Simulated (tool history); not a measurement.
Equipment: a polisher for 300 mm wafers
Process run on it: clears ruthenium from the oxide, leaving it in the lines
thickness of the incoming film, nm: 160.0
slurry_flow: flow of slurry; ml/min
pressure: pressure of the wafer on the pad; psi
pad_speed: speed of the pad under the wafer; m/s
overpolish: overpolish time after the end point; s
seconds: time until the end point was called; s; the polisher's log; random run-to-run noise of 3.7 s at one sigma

run 1 hour=0.0 | slurry_flow=270 pressure=1.8 pad_speed=1.12 overpolish=6 | seconds=135.14
run 2 hour=5.6 | slurry_flow=270 pressure=1.6 pad_speed=1.08 overpolish=6 | seconds=156.64
run 3 hour=6.9 | slurry_flow=270 pressure=2.0 pad_speed=1.08 overpolish=6 | seconds=127.46
run 4 hour=7.8 | slurry_flow=270 pressure=1.8 pad_speed=1.04 overpolish=6 | seconds=148.18
run 5 hour=12.3 | slurry_flow=270 pressure=1.6 pad_speed=1.02 overpolish=6 | seconds=164.46
run 6 hour=20.3 | slurry_flow=270 pressure=1.4 pad_speed=1.00 overpolish=6 | seconds=189.11

The next listed run, before its measurement:
run 7 hour=25.7 | slurry_flow=270 pressure=1.3 pad_speed=0.98 overpolish=6 | seconds=?

{"run 7": {"seconds": 210.76}}
